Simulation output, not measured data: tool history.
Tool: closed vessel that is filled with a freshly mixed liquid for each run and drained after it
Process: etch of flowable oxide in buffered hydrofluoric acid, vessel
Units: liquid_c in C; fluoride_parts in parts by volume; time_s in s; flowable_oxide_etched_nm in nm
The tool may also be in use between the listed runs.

run	hour	liquid_c	fluoride_parts	time_s	flowable_oxide_etched_nm
1	0	21	20.5	90	63.378
2	4.5	21	20.5	100	70.511
3	11.7	22.5	19.5	100	78.582
4	18.4	22.5	19.5	90	71.056
5	26.1	23.5	18.5	90	78.029
6	34.9	22.5	18.5	90	74.059

The next listed run, before its measurement:
# hour 36.3: hydrofluoric acid flow meter replaced
7	36.3	23.5	17.5	90	?

{"run 7": {"flowable_oxide_etched_nm": 89.461}}
